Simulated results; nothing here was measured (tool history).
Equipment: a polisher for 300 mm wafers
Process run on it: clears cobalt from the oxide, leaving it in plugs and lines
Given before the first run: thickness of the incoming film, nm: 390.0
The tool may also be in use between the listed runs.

run,hour,flow of slurry (ml/min),pressure of the wafer on the pad (psi),speed of the pad under the wafer (m/s),overpolish time after the end point (s),time until the end point was called (s),dishing of a wide line in a test structure (nm)
1,0,210,2.1,1.02,9,75.295,27.182
2,6.9,210,2.1,1.02,6,77.462,21.568
3,15.5,210,2.1,1.02,4,76.886,15.825
4,20.6,210,2.1,1.02,5,74.403,18.1
5,22.7,170,2.1,1.02,5,76.628,17.639
6,29.6,170,2.1,0.9,5,87.557,16.72
7,36.3,170,2,0.9,6,93.769,18.217

Estimate the outcome of run 8 from the log above:
8,43.6,170,2,0.9,6,?,?

time until the end point was called (s): 91.457
dishing of a wide line in a test structure (nm): 18.464
